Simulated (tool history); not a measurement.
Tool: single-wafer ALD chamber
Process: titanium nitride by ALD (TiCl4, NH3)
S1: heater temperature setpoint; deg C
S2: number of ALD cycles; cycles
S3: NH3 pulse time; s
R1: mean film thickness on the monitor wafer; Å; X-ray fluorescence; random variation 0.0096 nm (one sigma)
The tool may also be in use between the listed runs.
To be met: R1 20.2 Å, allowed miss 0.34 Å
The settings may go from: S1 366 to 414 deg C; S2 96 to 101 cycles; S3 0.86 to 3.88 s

{"run": 1, "hour": 0.0, "S1": 390, "S2": 101, "S3": 2.37, "R1": 23.137}
{"run": 2, "hour": 7.0, "S1": 387, "S2": 100, "S3": 2.19, "R1": 22.68}
{"run": 3, "hour": 12.2, "S1": 384, "S2": 100, "S3": 2.03, "R1": 22.387}
{"run": 4, "hour": 14.5, "S1": 382, "S2": 100, "S3": 1.89, "R1": 22.406}
{"run": 5, "hour": 16.5, "S1": 372, "S2": 100, "S3": 1.89, "R1": 21.706}
{"run": 6, "hour": 24.9, "S1": 371, "S2": 100, "S3": 1.76, "R1": 21.615}
{"run": 7, "hour": 25.9, "S1": 370, "S2": 100, "S3": 1.65, "R1": 21.394}
{"run": 8, "hour": 29.1, "S1": 370, "S2": 100, "S3": 1.6, "R1": 21.132}
{"run": 9, "hour": 38.1, "S1": 370, "S2": 100, "S3": 1.58, "R1": 21.326}
{"run": 10, "hour": 39.4, "S1": 370, "S2": 100, "S3": 1.54, "R1": 21.195}
{"run": 11, "hour": 48.5, "S1": 370, "S2": 100, "S3": 1.52, "R1": 21.037}
{"run": 12, "hour": 56.8, "S1": 370, "S2": 100, "S3": 1.51, "R1": 21.106}
{"run": 13, "hour": 61.0, "S1": 370, "S2": 100, "S3": 1.49, "R1": 21.324}
{"run": 14, "hour": 62.9, "S1": 366, "S2": 96, "S3": 0.86, "R1": 16.891}
{"run": 15, "hour": 69.8, "S1": 366, "S2": 97, "S3": 0.92, "R1": 17.685}
{"run": 16, "hour": 78.3, "S1": 372, "S2": 101, "S3": 1.68, "R1": 21.842}
{"run": 17, "hour": 83.7, "S1": 372, "S2": 100, "S3": 1.68, "R1": 21.593}
{"run": 18, "hour": 88.8, "S1": 366, "S2": 96, "S3": 0.92, "R1": 17.511}
{"run": 19, "hour": 90.3, "S1": 366, "S2": 97, "S3": 0.97, "R1": 18.01}
{"run": 20, "hour": 91.9, "S1": 366, "S2": 97, "S3": 1.01, "R1": 18.151}

4 next moves are on the table. One of them brings every result within its allowed miss. Which?
{"run": "A", "hour": 93.5, "S1": 375, "S2": 99, "S3": 0.95, "R1": "?"}
{"run": "B", "hour": 93.5, "S1": 367, "S2": 101, "S3": 1.1, "R1": "?"}
{"run": "C", "hour": 93.5, "S1": 366, "S2": 101, "S3": 1.19, "R1": "?"}
{"run": "D", "hour": 93.5, "S1": 366, "S2": 101, "S3": 1.08, "R1": "?"}

move=A R1=18.993
move=B R1=19.605
move=C R1=19.951
move=D R1=19.404
A: nearer than the last run, and not there yet
B: nearer than the last run, and not there yet
C: meets every target
D: nearer than the last run, and not there yet
The right move is C.
